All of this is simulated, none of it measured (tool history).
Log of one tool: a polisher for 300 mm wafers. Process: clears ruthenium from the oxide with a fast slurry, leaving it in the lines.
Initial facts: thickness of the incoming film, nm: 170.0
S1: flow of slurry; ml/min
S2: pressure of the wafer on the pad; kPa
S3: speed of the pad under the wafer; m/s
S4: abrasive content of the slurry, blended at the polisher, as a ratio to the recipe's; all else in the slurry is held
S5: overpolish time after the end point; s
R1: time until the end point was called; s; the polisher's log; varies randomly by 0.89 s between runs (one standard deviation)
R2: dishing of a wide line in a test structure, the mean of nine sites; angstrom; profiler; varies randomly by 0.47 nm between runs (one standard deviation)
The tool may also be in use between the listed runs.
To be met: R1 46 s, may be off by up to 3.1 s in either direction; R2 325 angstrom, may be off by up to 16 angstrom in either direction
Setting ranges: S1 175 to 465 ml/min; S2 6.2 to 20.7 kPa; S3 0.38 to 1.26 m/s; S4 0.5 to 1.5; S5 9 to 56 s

Run 1, hour 0: S1 295 ml/min, S2 13.1 kPa, S3 0.82 m/s, S4 1, S5 29 s. Result: R1 66.223 s, R2 679.5 angstrom.
Run 2, hour 6.6: S1 295 ml/min, S2 13.1 kPa, S3 0.82 m/s, S4 1, S5 19 s. Result: R1 68.947 s, R2 446.71 angstrom.
Run 3, hour 8.1: S1 295 ml/min, S2 10.3 kPa, S3 0.82 m/s, S4 1, S5 19 s. Result: R1 84.494 s, R2 359.51 angstrom.
Run 4, hour 11.8: S1 345 ml/min, S2 10.3 kPa, S3 0.82 m/s, S4 1, S5 19 s. Result: R1 83.606 s, R2 369.49 angstrom.
Run 5, hour 13.7: S1 305 ml/min, S2 10.3 kPa, S3 0.92 m/s, S4 1, S5 17 s. Result: R1 76.672 s, R2 354.39 angstrom.
Run 6, hour 17.7: S1 275 ml/min, S2 10.3 kPa, S3 1 m/s, S4 1.05, S5 15 s. Result: R1 70.52 s, R2 345.54 angstrom.
Run 7, hour 18.6: S1 250 ml/min, S2 10.3 kPa, S3 1.06 m/s, S4 1.15, S5 14 s. Result: R1 67.032 s, R2 340.31 angstrom.
Run 8, hour 25: S1 230 ml/min, S2 10.3 kPa, S3 1.1 m/s, S4 1.25, S5 13 s. Result: R1 65.152 s, R2 337.41 angstrom.
Run 9, hour 33.4: S1 215 ml/min, S2 11 kPa, S3 1.14 m/s, S4 1.2, S5 12 s. Result: R1 59.298 s, R2 335.28 angstrom.
Run 10, hour 34.3: S1 205 ml/min, S2 11.7 kPa, S3 1.16 m/s, S4 1.1, S5 11 s. Result: R1 57.845 s, R2 322.04 angstrom.
Run 11, hour 39.2: S1 205 ml/min, S2 12.4 kPa, S3 1.18 m/s, S4 1, S5 11 s. Result: R1 53.942 s, R2 336.9 angstrom.
Run 12, hour 46.1: S1 200 ml/min, S2 13.1 kPa, S3 1.2 m/s, S4 0.9, S5 11 s. Result: R1 54.407 s, R2 350.02 angstrom.
Run 13, hour 49.5: S1 195 ml/min, S2 12.4 kPa, S3 1.22 m/s, S4 1.05, S5 11 s. Result: R1 52.361 s, R2 345.29 angstrom.
Run 14, hour 52.7: S1 190 ml/min, S2 12.4 kPa, S3 1.22 m/s, S4 1.05, S5 11 s. Result: R1 52.087 s, R2 347.08 angstrom.
Run 15, hour 53.3: S1 185 ml/min, S2 12.4 kPa, S3 1.22 m/s, S4 1.05, S5 11 s. Result: R1 53.117 s, R2 352.06 angstrom.
Run 16, hour 58.5: S1 225 ml/min, S2 12.4 kPa, S3 1.22 m/s, S4 1.05, S5 11 s. Result: R1 52.976 s, R2 359.18 angstrom.
Run 17, hour 59.2: S1 175 ml/min, S2 13.1 kPa, S3 1.22 m/s, S4 1.05, S5 9 s. Result: R1 50.438 s, R2 297.82 angstrom.
Run 18, hour 67.4: S1 180 ml/min, S2 13.1 kPa, S3 1.22 m/s, S4 1.05, S5 9 s. Result: R1 49.75 s, R2 298.81 angstrom.

Exercise: of the 5 proposed moves below, exactly one satisfies all targets within the stated allowed misses. Which move is it?
Run A, hour 75.6: S1 195 ml/min, S2 10.3 kPa, S3 1.26 m/s, S4 1.45, S5 12 s. Result: R1 ?, R2 ?.
Run B, hour 75.6: S1 185 ml/min, S2 13.8 kPa, S3 1.26 m/s, S4 1.05, S5 9 s. Result: R1 ?, R2 ?.
Run C, hour 75.6: S1 180 ml/min, S2 11 kPa, S3 1.22 m/s, S4 1.45, S5 9 s. Result: R1 ?, R2 ?.
Run D, hour 75.6: S1 205 ml/min, S2 12.4 kPa, S3 1.2 m/s, S4 1.1, S5 10 s. Result: R1 ?, R2 ?.
Run E, hour 75.6: S1 175 ml/min, S2 11.7 kPa, S3 1.18 m/s, S4 0.85, S5 12 s. Result: R1 ?, R2 ?.

move      R1      R2
   A   55.19     358
   B  46.054  323.89
   C  54.176  277.76
   D  51.801  320.17
   E  61.268  324.57
A: takes the biggest miss from the last run beyond its target
B: all results land within tolerance of their targets
C: the biggest miss grows against the last run
D: brings the result that was furthest off to its target, and leaves another outside
E: brings the result that was furthest off to its target, and leaves another outside
Answer: B
